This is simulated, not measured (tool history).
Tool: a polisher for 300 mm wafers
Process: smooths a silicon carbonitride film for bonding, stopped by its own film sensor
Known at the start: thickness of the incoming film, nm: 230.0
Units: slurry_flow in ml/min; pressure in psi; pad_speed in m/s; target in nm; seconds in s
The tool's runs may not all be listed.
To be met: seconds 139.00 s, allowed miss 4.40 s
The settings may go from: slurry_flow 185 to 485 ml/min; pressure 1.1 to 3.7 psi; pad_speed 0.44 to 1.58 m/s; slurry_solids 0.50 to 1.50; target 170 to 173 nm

Run 1, hour 0.0: slurry_flow 310 ml/min, pressure 2.4 psi, pad_speed 1.00 m/s, slurry_solids 1.00, target 173 nm. Result: seconds 191.98 s.
Run 2, hour 6.2: slurry_flow 310 ml/min, pressure 2.4 psi, pad_speed 1.00 m/s, slurry_solids 1.00, target 170 nm. Result: seconds 200.37 s.
Run 3, hour 14.1: slurry_flow 310 ml/min, pressure 2.4 psi, pad_speed 1.00 m/s, slurry_solids 0.85, target 170 nm. Result: seconds 222.44 s.
Run 4, hour 21.1: slurry_flow 310 ml/min, pressure 2.4 psi, pad_speed 1.12 m/s, slurry_solids 0.85, target 170 nm. Result: seconds 200.13 s.
Run 5, hour 24.0: slurry_flow 310 ml/min, pressure 2.6 psi, pad_speed 1.12 m/s, slurry_solids 0.85, target 170 nm. Result: seconds 183.91 s.
Run 6, hour 26.1: slurry_flow 310 ml/min, pressure 2.6 psi, pad_speed 1.12 m/s, slurry_solids 0.85, target 170 nm. Result: seconds 187.08 s.
Run 7, hour 28.8: slurry_flow 310 ml/min, pressure 2.8 psi, pad_speed 1.12 m/s, slurry_solids 0.85, target 170 nm. Result: seconds 173.93 s.
Run 8, hour 34.9: slurry_flow 310 ml/min, pressure 2.9 psi, pad_speed 1.12 m/s, slurry_solids 0.85, target 170 nm. Result: seconds 169.15 s.
Run 9, hour 37.7: slurry_flow 310 ml/min, pressure 2.9 psi, pad_speed 1.12 m/s, slurry_solids 0.85, target 170 nm. Result: seconds 165.87 s.
Run 10, hour 43.4: slurry_flow 310 ml/min, pressure 3.0 psi, pad_speed 1.12 m/s, slurry_solids 0.85, target 170 nm. Result: seconds 162.29 s.
Run 11, hour 47.9: slurry_flow 310 ml/min, pressure 3.1 psi, pad_speed 1.12 m/s, slurry_solids 0.85, target 170 nm. Result: seconds 158.07 s.
Run 12, hour 51.3: slurry_flow 310 ml/min, pressure 3.2 psi, pad_speed 1.12 m/s, slurry_solids 0.85, target 170 nm. Result: seconds 152.81 s.
Run 13, hour 54.8: slurry_flow 310 ml/min, pressure 3.3 psi, pad_speed 1.12 m/s, slurry_solids 0.85, target 170 nm. Result: seconds 151.21 s.
Run 14, hour 56.6: slurry_flow 310 ml/min, pressure 3.4 psi, pad_speed 1.12 m/s, slurry_solids 0.85, target 170 nm. Result: seconds 146.35 s.

5 next moves are on the table. One of them brings every result within its allowed miss. Which?
Run A, hour 58.4: slurry_flow 315 ml/min, pressure 3.7 psi, pad_speed 0.90 m/s, slurry_solids 0.95, target 173 nm. Result: seconds ?.
Run B, hour 58.4: slurry_flow 295 ml/min, pressure 3.0 psi, pad_speed 0.96 m/s, slurry_solids 1.10, target 170 nm. Result: seconds ?.
Run C, hour 58.4: slurry_flow 340 ml/min, pressure 3.4 psi, pad_speed 0.86 m/s, slurry_solids 0.95, target 173 nm. Result: seconds ?.
Run D, hour 58.4: slurry_flow 320 ml/min, pressure 3.0 psi, pad_speed 1.10 m/s, slurry_solids 0.85, target 172 nm. Result: seconds ?.
Run E, hour 58.4: slurry_flow 285 ml/min, pressure 3.3 psi, pad_speed 1.04 m/s, slurry_solids 0.95, target 170 nm. Result: seconds ?.

move  seconds
   A   139.59
   B   158.45
   C   156.18
   D   159.54
   E   147.88
A: meets every target
B: further off than the last run
C: further off than the last run
D: further off than the last run
E: further off than the last run
The right move is A.
